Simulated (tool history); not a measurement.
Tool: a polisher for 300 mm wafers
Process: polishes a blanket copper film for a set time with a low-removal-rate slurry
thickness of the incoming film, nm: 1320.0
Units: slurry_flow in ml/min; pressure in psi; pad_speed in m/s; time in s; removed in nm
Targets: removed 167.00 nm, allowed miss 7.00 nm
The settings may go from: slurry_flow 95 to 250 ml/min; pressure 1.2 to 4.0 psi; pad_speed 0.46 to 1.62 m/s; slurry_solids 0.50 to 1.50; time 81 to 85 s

| run | day | slurry_flow | pressure | pad_speed | slurry_solids | time | removed |
|---|---|---|---|---|---|---|---|
| 1 | 0.000 | 160 | 2.6 | 1.04 | 1.00 | 81 | 232.67 |
| 2 | 0.158 | 160 | 2.4 | 1.04 | 1.00 | 81 | 210.92 |
| 3 | 0.467 | 160 | 2.4 | 1.04 | 0.80 | 81 | 203.95 |
| 4 | 0.821 | 160 | 2.4 | 1.04 | 0.80 | 81 | 202.74 |
| 5 | 0.888 | 160 | 2.4 | 0.84 | 0.80 | 81 | 182.48 |
| 6 | 1.108 | 185 | 2.4 | 0.84 | 0.80 | 81 | 182.52 |
| 7 | 1.400 | 185 | 2.4 | 0.84 | 0.80 | 81 | 179.36 |
| 8 | 1.633 | 185 | 2.3 | 0.84 | 0.80 | 81 | 175.28 |

5 next moves are on the table. One of them brings every result within its allowed miss. Which?
| A | 1.867 | 180 | 2.5 | 0.76 | 0.55 | 81 | ? |
| B | 1.867 | 195 | 2.2 | 0.90 | 0.75 | 85 | ? |
| C | 1.867 | 200 | 2.4 | 0.80 | 0.80 | 83 | ? |
| D | 1.867 | 185 | 2.5 | 0.72 | 0.90 | 85 | ? |
| E | 1.867 | 210 | 2.3 | 0.84 | 0.95 | 81 | ? |

| move | removed |
|---|---|
| A | 167.13 |
| B | 184.58 |
| C | 183.93 |
| D | 184.58 |
| E | 184.75 |
A: meets every target
B: further off than the last run
C: further off than the last run
D: further off than the last run
E: further off than the last run
The right move is A.
